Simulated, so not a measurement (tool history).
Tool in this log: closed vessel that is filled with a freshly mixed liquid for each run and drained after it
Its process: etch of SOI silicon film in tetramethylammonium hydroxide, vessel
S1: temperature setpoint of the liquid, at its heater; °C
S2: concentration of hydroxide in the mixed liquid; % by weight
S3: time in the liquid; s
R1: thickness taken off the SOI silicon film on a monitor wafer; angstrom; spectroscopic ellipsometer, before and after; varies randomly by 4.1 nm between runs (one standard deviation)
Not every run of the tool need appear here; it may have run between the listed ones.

run,hour,S1,S2,S3,R1
1,0,68,8.5,105,7022.8
2,3.1,65.5,8.5,105,6035.3
3,9.3,65.5,8.5,105,5984.1
4,13,65.5,8.5,105,5964.5
5,17.8,69.5,8.5,105,7570.1
6,22.3,68,8.5,105,7061
7,30.2,67,8.5,105,6628.7
8,31.8,66,8.5,105,6184.8

Run 9, settings as shown, results not yet in. Your forecast:
9,33,65.5,8.5,105,?

Run 9 produced R1 5975.6 angstrom.
